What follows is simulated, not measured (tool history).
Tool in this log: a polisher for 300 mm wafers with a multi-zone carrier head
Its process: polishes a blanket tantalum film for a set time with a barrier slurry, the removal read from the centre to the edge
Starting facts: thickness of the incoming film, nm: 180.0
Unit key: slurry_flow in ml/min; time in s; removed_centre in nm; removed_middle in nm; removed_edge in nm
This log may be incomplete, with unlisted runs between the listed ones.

run  hour  slurry_flow  centre_zone  middle_zone  edge_zone  slurry_solids  time  removed_centre  removed_middle  removed_edge
  1   0.0          205         1.00         1.00       1.00            1.0    49          57.127          62.913        63.954
  2   0.7          205         1.00         0.97       1.00            1.0    49          57.404          61.286        63.711
  3   5.1          205         1.00         1.01       1.00            1.0    49          55.873          63.668        64.069
  4   6.6          205         1.00         1.01       1.06            1.0    49          57.237          64.479        66.199
  5  14.8          215         1.02         1.00       1.08            1.0    49          59.052          63.349        67.270
  6  17.9          225         1.04         1.00       1.09            1.0    49          59.821          63.524        67.418

Estimate the outcome of run 7 from the log above:
  7  19.3          230         1.06         1.00       1.10            1.0    49               ?               ?             ?

{"run 7": {"removed_centre": 62.603, "removed_middle": 63.758, "removed_edge": 67.865}}
